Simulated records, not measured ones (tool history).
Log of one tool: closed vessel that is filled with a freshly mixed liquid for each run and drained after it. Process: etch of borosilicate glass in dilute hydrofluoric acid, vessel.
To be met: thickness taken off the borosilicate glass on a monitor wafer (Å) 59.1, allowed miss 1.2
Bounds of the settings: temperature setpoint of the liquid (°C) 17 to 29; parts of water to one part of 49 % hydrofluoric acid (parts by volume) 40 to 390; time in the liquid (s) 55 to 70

run	day	temperature setpoint of the liquid (°C)	parts of water to one part of 49 % hydrofluoric acid (parts by volume)	time in the liquid (s)	thickness taken off the borosilicate glass on a monitor wafer (Å)
1	0	21	215	70	64.863
2	0.162	21	215	55	50.53
3	0.438	23	215	55	54.596
4	0.65	23.5	215	55	55.714
5	0.854	23.5	145	55	89.231
6	0.942	26	145	55	98.665
7	1.246	24.5	150	55	89.294
8	1.517	23.5	155	55	82.574

Which of these 5 next moves meets every target?
A	1.788	24	155	70	?
B	1.788	22	140	70	?
C	1.788	25	150	70	?
D	1.788	21.5	145	70	?
E	1.788	19.5	220	70	?

move	thickness taken off the borosilicate glass on a monitor wafer (Å)
A	106.96
B	111.46
C	115.47
D	104.95
E	59.315
A: further off than the last run
B: further off than the last run
C: further off than the last run
D: further off than the last run
E: meets every target
The right move is E.

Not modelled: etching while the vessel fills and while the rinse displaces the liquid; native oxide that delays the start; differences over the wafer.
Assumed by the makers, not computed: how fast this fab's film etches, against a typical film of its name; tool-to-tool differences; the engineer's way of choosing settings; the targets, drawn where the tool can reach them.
